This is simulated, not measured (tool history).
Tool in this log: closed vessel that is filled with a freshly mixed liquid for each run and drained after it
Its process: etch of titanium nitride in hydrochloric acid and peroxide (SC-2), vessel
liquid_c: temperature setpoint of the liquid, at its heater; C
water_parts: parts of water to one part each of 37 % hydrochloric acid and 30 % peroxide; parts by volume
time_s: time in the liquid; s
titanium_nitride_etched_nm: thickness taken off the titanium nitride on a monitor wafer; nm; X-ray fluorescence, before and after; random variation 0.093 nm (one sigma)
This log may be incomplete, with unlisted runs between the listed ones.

run  hour  liquid_c  water_parts  time_s  titanium_nitride_etched_nm
  1     0        47            6     105                      5.3762
  2   1.2        47            4     105                      7.1359
  3   8.6      47.5            4     105                      7.4364
  4  10.3        48            4     105                      7.7037
  5  12.8        48            5     105                      6.5518
  6  14.8        48            5      75                      4.6873
  7  20.1      49.5            5      75                      5.2064

For run 8, what comes out?
  8  20.8        51            5      80                           ?

For run 8 the tool returned titanium_nitride_etched_nm 6.1419 nm.

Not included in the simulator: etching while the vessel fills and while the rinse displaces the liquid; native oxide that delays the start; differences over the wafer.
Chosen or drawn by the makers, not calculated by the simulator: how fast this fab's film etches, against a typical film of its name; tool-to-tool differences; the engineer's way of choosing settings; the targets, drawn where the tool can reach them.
